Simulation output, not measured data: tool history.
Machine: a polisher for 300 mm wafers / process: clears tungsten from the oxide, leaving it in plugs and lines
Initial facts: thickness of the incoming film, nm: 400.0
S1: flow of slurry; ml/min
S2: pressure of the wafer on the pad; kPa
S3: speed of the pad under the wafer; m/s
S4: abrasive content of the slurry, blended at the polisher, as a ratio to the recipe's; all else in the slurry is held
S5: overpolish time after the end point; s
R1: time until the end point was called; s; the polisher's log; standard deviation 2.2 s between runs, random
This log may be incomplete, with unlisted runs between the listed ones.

run	hour	S1	S2	S3	S4	S5	R1
1	0.0	280	17.2	1.14	1.0	37	104.46
2	1.7	280	17.2	1.14	1.0	37	102.96
3	6.7	280	15.9	1.14	1.0	37	110.71
4	8.9	280	14.5	1.12	1.0	37	120.62
5	13.6	280	14.5	0.98	1.0	37	135.84
6	21.6	345	14.5	0.98	1.0	37	136.09
7	22.9	345	13.8	0.98	1.0	37	137.69
8	29.5	345	9.0	0.96	1.0	37	207.48

Run 9, settings as shown, results not yet in. Your forecast:
9	35.2	345	9.7	0.96	1.0	37	?

R1: 198.08 s
